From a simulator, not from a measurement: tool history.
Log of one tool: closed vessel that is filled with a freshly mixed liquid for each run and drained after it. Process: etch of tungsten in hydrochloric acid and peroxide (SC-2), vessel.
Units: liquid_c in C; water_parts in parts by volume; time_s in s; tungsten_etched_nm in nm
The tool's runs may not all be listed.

Run 1, hour 0.0: liquid_c 63.0 C, water_parts 10 parts by volume, time_s 90 s. Result: tungsten_etched_nm 77.834 nm.
Run 2, hour 2.7: liquid_c 63.0 C, water_parts 10 parts by volume, time_s 90 s. Result: tungsten_etched_nm 77.386 nm.
Run 3, hour 6.5: liquid_c 63.0 C, water_parts 10 parts by volume, time_s 95 s. Result: tungsten_etched_nm 82.399 nm.
Run 4, hour 7.9: liquid_c 62.0 C, water_parts 10 parts by volume, time_s 95 s. Result: tungsten_etched_nm 76.085 nm.
Run 5, hour 15.0: liquid_c 62.0 C, water_parts 10 parts by volume, time_s 90 s. Result: tungsten_etched_nm 73.110 nm.
Run 6, hour 20.4: liquid_c 55.0 C, water_parts 10 parts by volume, time_s 90 s. Result: tungsten_etched_nm 47.559 nm.
Run 7, hour 22.4: liquid_c 55.5 C, water_parts 10 parts by volume, time_s 90 s. Result: tungsten_etched_nm 48.774 nm.

The next listed run, before its measurement:
Run 8, hour 27.4: liquid_c 56.0 C, water_parts 10 parts by volume, time_s 90 s. Result: tungsten_etched_nm ?.

{"run 8": {"tungsten_etched_nm": 50.916}}

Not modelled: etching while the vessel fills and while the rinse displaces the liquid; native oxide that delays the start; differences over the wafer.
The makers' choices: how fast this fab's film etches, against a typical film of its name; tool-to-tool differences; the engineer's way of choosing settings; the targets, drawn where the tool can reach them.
